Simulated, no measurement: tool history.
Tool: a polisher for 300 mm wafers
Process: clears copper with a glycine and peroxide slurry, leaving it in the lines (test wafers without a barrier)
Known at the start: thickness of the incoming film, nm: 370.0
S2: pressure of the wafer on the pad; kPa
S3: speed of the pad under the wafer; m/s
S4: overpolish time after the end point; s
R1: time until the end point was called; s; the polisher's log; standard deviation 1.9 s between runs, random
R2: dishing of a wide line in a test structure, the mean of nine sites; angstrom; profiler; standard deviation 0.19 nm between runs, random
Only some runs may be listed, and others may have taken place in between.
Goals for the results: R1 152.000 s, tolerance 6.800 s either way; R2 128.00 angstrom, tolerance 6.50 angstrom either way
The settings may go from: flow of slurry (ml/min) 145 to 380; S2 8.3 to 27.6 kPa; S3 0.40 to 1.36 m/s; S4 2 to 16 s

Run 1, day 0.000: flow of slurry (ml/min) 245, S2 17.9 kPa, S3 0.88 m/s, S4 8 s. Result: R1 100.900 s, R2 209.48 angstrom.
Run 2, day 0.229: flow of slurry (ml/min) 245, S2 17.9 kPa, S3 0.96 m/s, S4 8 s. Result: R1 93.464 s, R2 226.94 angstrom.
Run 3, day 0.442: flow of slurry (ml/min) 245, S2 16.5 kPa, S3 0.94 m/s, S4 8 s. Result: R1 101.730 s, R2 214.35 angstrom.
Run 4, day 0.488: flow of slurry (ml/min) 245, S2 16.5 kPa, S3 0.78 m/s, S4 8 s. Result: R1 113.510 s, R2 189.94 angstrom.
At day 0.650: slurry nozzle cleaned.
Run 5, day 0.650: flow of slurry (ml/min) 245, S2 16.5 kPa, S3 1.00 m/s, S4 8 s. Result: R1 90.281 s, R2 234.27 angstrom.
Run 6, day 0.929: flow of slurry (ml/min) 245, S2 15.9 kPa, S3 0.96 m/s, S4 8 s. Result: R1 95.045 s, R2 223.83 angstrom.
Run 7, day 1.171: flow of slurry (ml/min) 245, S2 15.2 kPa, S3 0.90 m/s, S4 8 s. Result: R1 103.440 s, R2 211.30 angstrom.
Run 8, day 1.212: flow of slurry (ml/min) 240, S2 10.3 kPa, S3 0.76 m/s, S4 6 s. Result: R1 146.020 s, R2 114.31 angstrom.
Run 9, day 1.450: flow of slurry (ml/min) 235, S2 9.7 kPa, S3 0.76 m/s, S4 8 s. Result: R1 152.880 s, R2 146.36 angstrom.

5 candidate next runs follow, results not yet known. Just one meets every target within its allowed miss. Identify it.
Run A, day 1.688: flow of slurry (ml/min) 245, S2 10.3 kPa, S3 0.72 m/s, S4 7 s. Result: R1 ?, R2 ?.
Run B, day 1.688: flow of slurry (ml/min) 255, S2 9.7 kPa, S3 0.78 m/s, S4 8 s. Result: R1 ?, R2 ?.
Run C, day 1.688: flow of slurry (ml/min) 270, S2 9.7 kPa, S3 0.74 m/s, S4 9 s. Result: R1 ?, R2 ?.
Run D, day 1.688: flow of slurry (ml/min) 275, S2 8.3 kPa, S3 0.72 m/s, S4 9 s. Result: R1 ?, R2 ?.
Run E, day 1.688: flow of slurry (ml/min) 305, S2 11.7 kPa, S3 0.70 m/s, S4 9 s. Result: R1 ?, R2 ?.

move       R1      R2
   A  154.330  126.88
   B  150.830  147.10
   C  155.260  160.15
   D  169.900  146.90
   E  143.860  172.59
A: all results in spec
B: just as far off the targets as the last run
C: moves away from the targets compared with the last run
D: just as far off the targets as the last run
E: moves away from the targets compared with the last run
Correct choice: A, which meets every target
